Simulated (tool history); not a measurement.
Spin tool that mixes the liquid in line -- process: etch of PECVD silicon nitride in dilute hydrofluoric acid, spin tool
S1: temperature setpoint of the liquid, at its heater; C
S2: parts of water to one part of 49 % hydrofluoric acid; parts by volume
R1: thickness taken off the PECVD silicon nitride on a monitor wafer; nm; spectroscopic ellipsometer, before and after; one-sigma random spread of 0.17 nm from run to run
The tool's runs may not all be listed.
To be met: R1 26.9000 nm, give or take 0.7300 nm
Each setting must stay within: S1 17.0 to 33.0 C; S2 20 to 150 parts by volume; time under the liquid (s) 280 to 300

run 1 day=0.000 | S1=25.0 S2=85 time_under_the_liquid_(s)=280 | R1=9.5473
run 2 day=0.275 | S1=25.0 S2=115 time_under_the_liquid_(s)=280 | R1=7.0592
run 3 day=0.604 | S1=25.0 S2=135 time_under_the_liquid_(s)=280 | R1=6.0275
run 4 day=0.696 | S1=26.5 S2=120 time_under_the_liquid_(s)=280 | R1=7.5333
-- day=0.892 thermometer replaced
run 5 day=0.892 | S1=28.0 S2=120 time_under_the_liquid_(s)=280 | R1=8.9399
run 6 day=0.929 | S1=29.0 S2=110 time_under_the_liquid_(s)=280 | R1=10.3420
run 7 day=0.967 | S1=29.5 S2=100 time_under_the_liquid_(s)=280 | R1=11.7320
run 8 day=1.146 | S1=29.5 S2=100 time_under_the_liquid_(s)=280 | R1=11.7800
run 9 day=1.392 | S1=30.0 S2=90 time_under_the_liquid_(s)=280 | R1=13.5070
run 10 day=1.650 | S1=30.5 S2=80 time_under_the_liquid_(s)=280 | R1=15.7350
run 11 day=1.817 | S1=31.0 S2=75 time_under_the_liquid_(s)=280 | R1=17.1550

Exercise: of the 4 proposed moves below, exactly one satisfies all targets within the stated allowed misses. Which move is it?
run A day=1.983 | S1=32.0 S2=55 time_under_the_liquid_(s)=300 | R1=?
run B day=1.983 | S1=32.5 S2=60 time_under_the_liquid_(s)=300 | R1=?
run C day=1.983 | S1=31.0 S2=55 time_under_the_liquid_(s)=300 | R1=?
run D day=1.983 | S1=33.0 S2=60 time_under_the_liquid_(s)=285 | R1=?

move=A R1=26.8400
move=B R1=25.3970
move=C R1=25.1860
move=D R1=24.8970
A: every result lands within tolerance
B: gains on the last run, yet a result remains outside its allowed miss
C: gains on the last run, yet a result remains outside its allowed miss
D: gains on the last run, yet a result remains outside its allowed miss
A meets every target.
